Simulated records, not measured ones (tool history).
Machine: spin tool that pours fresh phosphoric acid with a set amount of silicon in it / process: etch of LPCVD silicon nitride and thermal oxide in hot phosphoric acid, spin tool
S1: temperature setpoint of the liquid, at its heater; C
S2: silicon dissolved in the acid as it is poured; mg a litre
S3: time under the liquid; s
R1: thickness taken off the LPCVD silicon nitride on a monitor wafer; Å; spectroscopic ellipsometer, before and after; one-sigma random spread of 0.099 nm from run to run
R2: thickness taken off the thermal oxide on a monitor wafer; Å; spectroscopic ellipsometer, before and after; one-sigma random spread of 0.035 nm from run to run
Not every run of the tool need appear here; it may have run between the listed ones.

| run | hour | S1 | S2 | S3 | R1 | R2 |
|---|---|---|---|---|---|---|
| 1 | 0.0 | 163.0 | 15.0 | 100 | 120.83 | 2.8595 |
| 2 | 0.6 | 163.5 | 18.0 | 105 | 129.10 | 2.7054 |
| 3 | 5.3 | 164.0 | 19.5 | 110 | 137.06 | 2.3691 |
| 4 | 13.4 | 164.5 | 19.0 | 115 | 146.24 | 3.3244 |
| 5 | 14.6 | 164.5 | 19.0 | 155 | 197.02 | 4.4948 |
| 6 | 16.6 | 164.5 | 19.0 | 195 | 247.61 | 4.8924 |
| 7 | 25.1 | 163.5 | 18.0 | 195 | 239.71 | 4.6498 |

For run 8, what comes out?
| 8 | 27.5 | 162.5 | 17.5 | 195 | ? | ? |

R1: 231.76 Å
R2: 4.6498 Å
